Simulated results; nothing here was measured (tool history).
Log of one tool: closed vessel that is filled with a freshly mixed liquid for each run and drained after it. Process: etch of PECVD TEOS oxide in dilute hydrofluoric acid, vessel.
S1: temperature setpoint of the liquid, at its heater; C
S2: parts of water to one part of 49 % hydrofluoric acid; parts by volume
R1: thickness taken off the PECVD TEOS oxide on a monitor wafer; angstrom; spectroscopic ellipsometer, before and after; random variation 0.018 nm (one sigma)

{"run": 1, "day": 0.0, "S1": 25, "S2": 250, "time in the liquid (s)": 35, "R1": 28.21}
{"run": 2, "day": 0.371, "S1": 28.5, "S2": 250, "time in the liquid (s)": 35, "R1": 31.984}
{"run": 3, "day": 0.4, "S1": 29, "S2": 250, "time in the liquid (s)": 35, "R1": 32.174}
{"run": 4, "day": 0.425, "S1": 29.5, "S2": 250, "time in the liquid (s)": 35, "R1": 32.903}
{"run": 5, "day": 0.554, "S1": 30, "S2": 250, "time in the liquid (s)": 35, "R1": 33.312}
{"run": 6, "day": 0.829, "S1": 30.5, "S2": 250, "time in the liquid (s)": 35, "R1": 34.075}

The next listed run, before its measurement:
{"run": 7, "day": 0.912, "S1": 31, "S2": 250, "time in the liquid (s)": 35, "R1": "?"}

R1: 34.438 angstrom
